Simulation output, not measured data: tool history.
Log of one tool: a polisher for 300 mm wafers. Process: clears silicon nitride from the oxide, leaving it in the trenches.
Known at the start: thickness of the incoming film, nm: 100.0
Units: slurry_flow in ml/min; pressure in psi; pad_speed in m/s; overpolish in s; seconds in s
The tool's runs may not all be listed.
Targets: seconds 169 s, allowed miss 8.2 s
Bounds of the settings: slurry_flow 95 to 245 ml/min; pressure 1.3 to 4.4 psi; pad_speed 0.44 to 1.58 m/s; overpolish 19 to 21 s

run,hour,slurry_flow,pressure,pad_speed,overpolish,seconds
1,0,155,2.8,1,19,106.21
2,6.2,155,2.8,1.22,19,88.909
3,13.7,155,2.3,1.18,19,107.5
4,17.3,190,2.3,1.18,19,105.9
5,25.1,190,2.6,1.18,19,97.448
6,26.3,190,2.2,1.12,19,116.96
7,28.1,180,1.4,1.04,19,194.61
# hour 36.1: head pressure recalibrated
8,36.1,180,1.5,1.04,19,191.6
9,40.5,180,1.6,1.04,19,178.01

Which of these 4 next moves meets every target?
A,44.9,165,1.9,1.06,19,?
B,44.9,170,1.9,0.94,19,?
C,44.9,155,1.6,1.34,21,?
D,44.9,165,2.2,0.94,19,?

move,seconds
A,150.1
B,168.12
C,141.64
D,146.53
A: takes the result that was furthest off past its target
B: meets every target
C: takes the result that was furthest off past its target
D: takes the result that was furthest off past its target
Answer: B

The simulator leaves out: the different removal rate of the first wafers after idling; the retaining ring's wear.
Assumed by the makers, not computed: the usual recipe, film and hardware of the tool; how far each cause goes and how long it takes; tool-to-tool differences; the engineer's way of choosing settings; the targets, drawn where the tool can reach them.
